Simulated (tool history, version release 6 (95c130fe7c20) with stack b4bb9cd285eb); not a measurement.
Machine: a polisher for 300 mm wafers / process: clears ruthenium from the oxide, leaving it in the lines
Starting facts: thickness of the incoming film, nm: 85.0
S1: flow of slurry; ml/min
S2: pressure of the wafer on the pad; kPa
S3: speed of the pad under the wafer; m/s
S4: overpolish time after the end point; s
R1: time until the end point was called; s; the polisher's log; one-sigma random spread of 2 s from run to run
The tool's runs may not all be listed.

| run | hour | S1 | S2 | S3 | S4 | R1 |
|---|---|---|---|---|---|---|
| 1 | 0 | 165 | 10.3 | 1.04 | 8 | 107.71 |
| 2 | 1.6 | 165 | 10.3 | 1.26 | 8 | 93.103 |
| 3 | 9.7 | 165 | 11.7 | 1.26 | 8 | 79.991 |
| 4 | 18.1 | 165 | 13.8 | 1.26 | 8 | 68.737 |
| 5 | 26.3 | 165 | 13.8 | 1.26 | 8 | 68.776 |
| 6 | 34.5 | 165 | 13.8 | 1.18 | 8 | 72.735 |
| 7 | 40.2 | 165 | 12.4 | 1.16 | 8 | 82.993 |

Run 8 has not been measured yet. What should we expect?
| 8 | 42.1 | 155 | 9.7 | 1.08 | 8 | ? |

R1: 115.3 s
